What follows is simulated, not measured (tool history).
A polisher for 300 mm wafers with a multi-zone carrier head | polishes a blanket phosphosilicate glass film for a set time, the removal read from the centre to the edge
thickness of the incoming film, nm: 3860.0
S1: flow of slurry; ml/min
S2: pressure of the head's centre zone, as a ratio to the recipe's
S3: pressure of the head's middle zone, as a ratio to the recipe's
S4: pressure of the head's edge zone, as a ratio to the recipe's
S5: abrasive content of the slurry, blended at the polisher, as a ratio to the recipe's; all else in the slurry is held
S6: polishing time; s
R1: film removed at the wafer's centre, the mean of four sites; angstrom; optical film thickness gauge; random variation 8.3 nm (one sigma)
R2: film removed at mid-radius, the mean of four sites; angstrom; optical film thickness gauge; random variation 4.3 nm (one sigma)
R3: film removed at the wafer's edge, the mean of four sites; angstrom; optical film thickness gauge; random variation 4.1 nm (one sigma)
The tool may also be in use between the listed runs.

Run 1, day 0.000: S1 145 ml/min, S2 1.00, S3 1.00, S4 1.00, S5 1.00, S6 32 s. Result: R1 4795.1 angstrom, R2 4796.9 angstrom, R3 5168.5 angstrom.
Run 2, day 0.062: S1 160 ml/min, S2 1.03, S3 1.04, S4 1.01, S5 1.00, S6 32 s. Result: R1 5036.0 angstrom, R2 5069.3 angstrom, R3 5289.5 angstrom.
Run 3, day 0.375: S1 175 ml/min, S2 1.06, S3 1.07, S4 1.02, S5 1.00, S6 32 s. Result: R1 5277.7 angstrom, R2 5293.8 angstrom, R3 5305.6 angstrom.
Run 4, day 0.417: S1 175 ml/min, S2 1.00, S3 1.07, S4 1.02, S5 1.00, S6 32 s. Result: R1 4988.4 angstrom, R2 5255.8 angstrom, R3 5300.4 angstrom.
Run 5, day 0.596: S1 185 ml/min, S2 1.04, S3 1.09, S4 1.04, S5 1.00, S6 32 s. Result: R1 5221.2 angstrom, R2 5394.8 angstrom, R3 5383.2 angstrom.
Run 6, day 0.754: S1 190 ml/min, S2 1.07, S3 1.11, S4 1.05, S5 1.05, S6 32 s. Result: R1 5380.9 angstrom, R2 5658.2 angstrom, R3 5601.3 angstrom.
Run 7, day 1.100: S1 195 ml/min, S2 1.10, S3 1.11, S4 1.04, S5 1.05, S6 32 s. Result: R1 5649.9 angstrom, R2 5641.9 angstrom, R3 5590.9 angstrom.
Run 8, day 1.375: S1 200 ml/min, S2 1.12, S3 1.12, S4 1.04, S5 1.05, S6 32 s. Result: R1 5813.5 angstrom, R2 5731.2 angstrom, R3 5555.7 angstrom.
Run 9, day 1.608: S1 205 ml/min, S2 1.13, S3 1.13, S4 1.05, S5 1.05, S6 32 s. Result: R1 5902.0 angstrom, R2 5727.2 angstrom, R3 5606.8 angstrom.

Run 10 comes next. What will it give?
Run 10, day 1.717: S1 210 ml/min, S2 1.14, S3 1.14, S4 1.06, S5 1.05, S6 32 s. Result: R1 ?, R2 ?, R3 ?.

Run 10 gave R1 5923.9 angstrom, R2 5836.6 angstrom, R3 5581.6 angstrom.

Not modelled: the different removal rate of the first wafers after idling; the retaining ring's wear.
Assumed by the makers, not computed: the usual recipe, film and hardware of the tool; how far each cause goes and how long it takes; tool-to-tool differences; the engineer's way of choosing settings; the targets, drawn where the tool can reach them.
